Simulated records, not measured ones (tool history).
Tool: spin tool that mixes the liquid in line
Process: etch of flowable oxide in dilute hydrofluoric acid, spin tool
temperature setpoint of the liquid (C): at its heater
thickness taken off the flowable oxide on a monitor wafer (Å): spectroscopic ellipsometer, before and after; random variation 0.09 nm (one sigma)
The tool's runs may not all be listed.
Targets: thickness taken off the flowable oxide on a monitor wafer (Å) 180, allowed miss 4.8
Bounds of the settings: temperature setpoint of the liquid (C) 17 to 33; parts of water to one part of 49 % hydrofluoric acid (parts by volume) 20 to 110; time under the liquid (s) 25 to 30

| run | hour | temperature setpoint of the liquid (C) | parts of water to one part of 49 % hydrofluoric acid (parts by volume) | time under the liquid (s) | thickness taken off the flowable oxide on a monitor wafer (Å) |
|---|---|---|---|---|---|
| 1 | 0 | 25 | 60 | 30 | 235.47 |
| 2 | 5.8 | 25 | 75 | 30 | 184.84 |
| 3 | 8.2 | 27.5 | 75 | 30 | 205.83 |
| 4 | 11.7 | 30.5 | 75 | 30 | 228.81 |
| 5 | 12.9 | 29 | 75 | 30 | 216.64 |
| 6 | 14.9 | 28 | 75 | 30 | 207.64 |
| 7 | 18.8 | 28 | 75 | 30 | 210.44 |
| 8 | 23.4 | 27 | 75 | 30 | 202.16 |

Which of these 5 next moves meets every target?
| A | 28 | 30.5 | 65 | 25 | ? |
| B | 28 | 22.5 | 75 | 30 | ? |
| C | 28 | 29.5 | 65 | 25 | ? |
| D | 28 | 32.5 | 100 | 30 | ? |
| E | 28 | 25 | 70 | 25 | ? |

| move | thickness taken off the flowable oxide on a monitor wafer (Å) |
|---|---|
| A | 225.02 |
| B | 168.05 |
| C | 216.48 |
| D | 179.49 |
| E | 167.1 |
A: further off than the last run
B: takes the result that was furthest off past its target
C: further off than the last run
D: meets every target
E: takes the result that was furthest off past its target
The right move is D.
